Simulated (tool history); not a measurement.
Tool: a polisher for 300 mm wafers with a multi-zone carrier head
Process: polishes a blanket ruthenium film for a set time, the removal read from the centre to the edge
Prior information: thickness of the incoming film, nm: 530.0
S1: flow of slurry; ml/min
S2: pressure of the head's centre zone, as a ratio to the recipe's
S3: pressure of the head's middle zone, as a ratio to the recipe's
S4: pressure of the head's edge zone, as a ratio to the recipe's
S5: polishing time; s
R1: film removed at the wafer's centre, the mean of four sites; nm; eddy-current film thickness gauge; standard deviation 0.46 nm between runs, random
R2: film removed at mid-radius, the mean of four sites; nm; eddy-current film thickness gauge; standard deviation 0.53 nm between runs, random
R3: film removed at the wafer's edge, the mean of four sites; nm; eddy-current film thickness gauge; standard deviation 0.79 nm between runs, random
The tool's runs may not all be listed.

run 1 day=0 | S1=315 S2=1 S3=1 S4=1 S5=45 | R1=51.791 R2=50.914 R3=50.817
run 2 day=0.317 | S1=315 S2=1 S3=1 S4=1 S5=37 | R1=42.004 R2=41.206 R3=42.405
run 3 day=0.462 | S1=320 S2=1 S3=1.02 S4=1.03 S5=40 | R1=45.062 R2=45.557 R3=46.824
run 4 day=0.625 | S1=330 S2=1.02 S3=1.05 S4=1.05 S5=42 | R1=49.679 R2=48.718 R3=49.123
run 5 day=0.85 | S1=330 S2=1.02 S3=1.05 S4=1.05 S5=51 | R1=60.427 R2=59.319 R3=57.574
run 6 day=1.021 | S1=335 S2=1.01 S3=1.07 S4=1.07 S5=52 | R1=60.969 R2=60.414 R3=61.061

Run 7, settings as shown, results not yet in. Your forecast:
run 7 day=1.079 | S1=340 S2=1 S3=1.09 S4=1.07 S5=52 | R1=? R2=? R3=?

Run 7 gave R1 60.733 nm, R2 61.745 nm, R3 60.56 nm.

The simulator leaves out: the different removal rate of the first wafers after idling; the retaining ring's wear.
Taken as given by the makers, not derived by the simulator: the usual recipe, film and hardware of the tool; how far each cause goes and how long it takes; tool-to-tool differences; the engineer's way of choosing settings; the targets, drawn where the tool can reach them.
